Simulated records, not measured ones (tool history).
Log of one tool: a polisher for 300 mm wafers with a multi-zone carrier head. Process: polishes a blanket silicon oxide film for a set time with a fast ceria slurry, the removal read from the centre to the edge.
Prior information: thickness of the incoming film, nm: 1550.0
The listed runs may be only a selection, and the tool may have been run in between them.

run	hour	flow of slurry (ml/min)	pressure of the head's centre zone	pressure of the head's middle zone	pressure of the head's edge zone	polishing time (s)	film removed at the wafer's centre (nm)	film removed at mid-radius (nm)	film removed at the wafer's edge (nm)
1	0.0	145	1.00	1.00	1.00	62	513.30	535.88	535.92
2	3.2	145	1.00	1.00	1.00	52	434.73	450.82	459.00
3	5.1	145	1.00	1.07	1.00	52	443.30	467.38	455.64
4	7.5	160	1.00	1.11	1.00	61	530.64	598.32	539.64
5	8.5	160	1.00	1.11	1.00	49	412.98	470.86	448.04
6	13.2	175	1.03	1.13	1.03	57	528.16	575.41	511.76
7	21.4	180	1.02	1.13	1.05	63	579.14	620.73	587.34
8	26.1	185	1.02	1.15	1.04	67	617.04	693.38	627.66
9	32.1	190	1.03	1.16	1.04	69	644.80	733.69	640.51
10	41.0	195	1.04	1.17	1.05	71	674.38	750.60	669.30

Run 11 has not been measured yet. What should we expect?
11	44.7	200	1.05	1.18	1.05	72	?	?	?

{"run 11": {"film removed at the wafer's centre (nm)": 688.8, "film removed at mid-radius (nm)": 774.32, "film removed at the wafer's edge (nm)": 683.76}}

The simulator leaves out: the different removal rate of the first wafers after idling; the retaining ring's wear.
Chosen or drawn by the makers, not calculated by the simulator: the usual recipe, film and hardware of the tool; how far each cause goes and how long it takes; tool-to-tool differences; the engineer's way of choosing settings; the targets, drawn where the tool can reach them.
